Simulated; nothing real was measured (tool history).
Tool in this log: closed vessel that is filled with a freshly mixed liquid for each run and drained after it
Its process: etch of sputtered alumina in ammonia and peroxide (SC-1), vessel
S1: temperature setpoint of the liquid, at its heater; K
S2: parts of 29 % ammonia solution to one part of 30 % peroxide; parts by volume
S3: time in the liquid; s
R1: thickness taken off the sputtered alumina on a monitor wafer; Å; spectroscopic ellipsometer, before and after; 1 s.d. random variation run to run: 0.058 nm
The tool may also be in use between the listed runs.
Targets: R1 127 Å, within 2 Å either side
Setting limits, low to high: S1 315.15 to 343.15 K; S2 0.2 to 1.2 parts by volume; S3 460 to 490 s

{"run": 1, "hour": 0.0, "S1": 331.15, "S2": 0.9, "S3": 460, "R1": 252.49}
{"run": 2, "hour": 7.4, "S1": 331.15, "S2": 0.9, "S3": 490, "R1": 269.45}
{"run": 3, "hour": 10.3, "S1": 331.15, "S2": 0.75, "S3": 490, "R1": 264.69}
{"run": 4, "hour": 12.8, "S1": 327.15, "S2": 0.75, "S3": 490, "R1": 214.57}
{"run": 5, "hour": 15.0, "S1": 327.15, "S2": 0.75, "S3": 490, "R1": 214.34}
{"run": 6, "hour": 22.1, "S1": 327.15, "S2": 0.75, "S3": 460, "R1": 200.5}
{"run": 7, "hour": 29.8, "S1": 324.65, "S2": 0.75, "S3": 460, "R1": 175.12}
{"run": 8, "hour": 34.6, "S1": 322.65, "S2": 0.75, "S3": 460, "R1": 158.67}
{"run": 9, "hour": 43.5, "S1": 321.15, "S2": 0.75, "S3": 460, "R1": 144.85}
{"run": 10, "hour": 51.3, "S1": 320.65, "S2": 0.75, "S3": 460, "R1": 141.02}
{"run": 11, "hour": 59.5, "S1": 320.15, "S2": 0.75, "S3": 460, "R1": 137.02}
{"run": 12, "hour": 68.0, "S1": 319.65, "S2": 0.75, "S3": 460, "R1": 133.94}
{"run": 13, "hour": 75.9, "S1": 319.15, "S2": 0.75, "S3": 460, "R1": 129.54}

Exactly one of the 5 candidate moves below puts every result within its allowed miss. Which one?
{"run": "A", "hour": 83.8, "S1": 318.65, "S2": 0.55, "S3": 460, "R1": "?"}
{"run": "B", "hour": 83.8, "S1": 317.15, "S2": 0.7, "S3": 490, "R1": "?"}
{"run": "C", "hour": 83.8, "S1": 319.65, "S2": 0.5, "S3": 475, "R1": "?"}
{"run": "D", "hour": 83.8, "S1": 318.15, "S2": 0.8, "S3": 490, "R1": "?"}
{"run": "E", "hour": 83.8, "S1": 318.15, "S2": 1.1, "S3": 460, "R1": "?"}

move=A R1=122.53
move=B R1=122.61
move=C R1=132.68
move=D R1=131.49
move=E R1=127.25
A: takes the result that was furthest off past its target
B: takes the result that was furthest off past its target
C: further off than the last run
D: further off than the last run
E: meets every target
So the answer is move E, the one that meets all the targets.
